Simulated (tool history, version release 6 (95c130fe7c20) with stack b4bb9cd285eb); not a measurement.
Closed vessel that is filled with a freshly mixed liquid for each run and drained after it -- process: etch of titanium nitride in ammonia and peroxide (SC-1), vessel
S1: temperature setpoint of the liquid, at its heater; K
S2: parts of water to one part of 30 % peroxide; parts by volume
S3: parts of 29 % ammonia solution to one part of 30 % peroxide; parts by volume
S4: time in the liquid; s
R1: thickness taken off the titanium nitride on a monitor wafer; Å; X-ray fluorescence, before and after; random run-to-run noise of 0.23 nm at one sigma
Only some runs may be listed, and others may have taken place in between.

run 1 hour=0.0 | S1=332.15 S2=28.5 S3=0.75 S4=1535 | R1=560.34
run 2 hour=6.3 | S1=332.15 S2=28.5 S3=0.75 S4=1635 | R1=592.15
run 3 hour=15.2 | S1=332.15 S2=19.0 S3=0.75 S4=1635 | R1=746.45
run 4 hour=23.3 | S1=332.15 S2=19.0 S3=0.90 S4=1635 | R1=765.80
run 5 hour=24.3 | S1=332.15 S2=19.0 S3=0.75 S4=1635 | R1=735.46
run 6 hour=24.9 | S1=332.15 S2=19.0 S3=0.60 S4=1635 | R1=716.88
run 7 hour=29.3 | S1=328.65 S2=19.0 S3=0.60 S4=1635 | R1=562.06
run 8 hour=33.3 | S1=326.15 S2=19.0 S3=0.60 S4=1635 | R1=471.69
run 9 hour=38.4 | S1=324.65 S2=19.0 S3=0.60 S4=1635 | R1=429.05
run 10 hour=42.7 | S1=323.65 S2=19.0 S3=0.60 S4=1635 | R1=403.60

Predict the results of run 11:
run 11 hour=44.9 | S1=323.15 S2=19.0 S3=0.60 S4=1635 | R1=?

R1: 386.21 Å

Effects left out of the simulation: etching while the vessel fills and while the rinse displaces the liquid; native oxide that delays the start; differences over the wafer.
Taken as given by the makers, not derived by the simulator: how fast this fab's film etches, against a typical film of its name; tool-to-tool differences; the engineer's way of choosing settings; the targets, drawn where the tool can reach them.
